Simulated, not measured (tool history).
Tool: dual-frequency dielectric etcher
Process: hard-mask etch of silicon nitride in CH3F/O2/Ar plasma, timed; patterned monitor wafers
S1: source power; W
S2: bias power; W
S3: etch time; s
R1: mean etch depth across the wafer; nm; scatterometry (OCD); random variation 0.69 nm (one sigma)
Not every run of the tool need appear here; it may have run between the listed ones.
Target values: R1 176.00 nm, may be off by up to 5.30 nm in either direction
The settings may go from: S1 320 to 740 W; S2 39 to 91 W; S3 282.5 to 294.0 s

{"run": 1, "hour": 0.0, "S1": 530, "S2": 65, "S3": 282.5, "R1": 205.2}
{"run": 2, "hour": 5.2, "S1": 490, "S2": 63, "S3": 282.5, "R1": 198.15}
{"run": 3, "hour": 9.3, "S1": 460, "S2": 61, "S3": 282.5, "R1": 191.55}
{"run": 4, "hour": 10.0, "S1": 460, "S2": 67, "S3": 282.5, "R1": 196.14}
{"run": 5, "hour": 13.3, "S1": 460, "S2": 67, "S3": 294.0, "R1": 203.3}
{"run": 6, "hour": 21.9, "S1": 460, "S2": 67, "S3": 294.0, "R1": 205.07}
{"run": 7, "hour": 28.9, "S1": 440, "S2": 65, "S3": 291.5, "R1": 197.69}
{"run": 8, "hour": 34.5, "S1": 420, "S2": 64, "S3": 290.5, "R1": 190.59}

Below are 5 possible settings for the next run. Only one of them brings all results inside the allowed miss of their targets. Which is it?
{"run": "A", "hour": 40.1, "S1": 470, "S2": 67, "S3": 287.0, "R1": "?"}
{"run": "B", "hour": 40.1, "S1": 410, "S2": 78, "S3": 285.5, "R1": "?"}
{"run": "C", "hour": 40.1, "S1": 340, "S2": 69, "S3": 287.0, "R1": "?"}
{"run": "D", "hour": 40.1, "S1": 320, "S2": 61, "S3": 282.5, "R1": "?"}
{"run": "E", "hour": 40.1, "S1": 500, "S2": 65, "S3": 290.0, "R1": "?"}

move=A R1=201.13
move=B R1=196.90
move=C R1=177.12
move=D R1=164.56
move=E R1=206.89
A: lands further from the targets than the last run did
B: lands further from the targets than the last run did
C: all results land within tolerance of their targets
D: carries the result that was furthest off beyond its target, to the other side
E: lands further from the targets than the last run did
C is the move that brings every result within its allowed miss.

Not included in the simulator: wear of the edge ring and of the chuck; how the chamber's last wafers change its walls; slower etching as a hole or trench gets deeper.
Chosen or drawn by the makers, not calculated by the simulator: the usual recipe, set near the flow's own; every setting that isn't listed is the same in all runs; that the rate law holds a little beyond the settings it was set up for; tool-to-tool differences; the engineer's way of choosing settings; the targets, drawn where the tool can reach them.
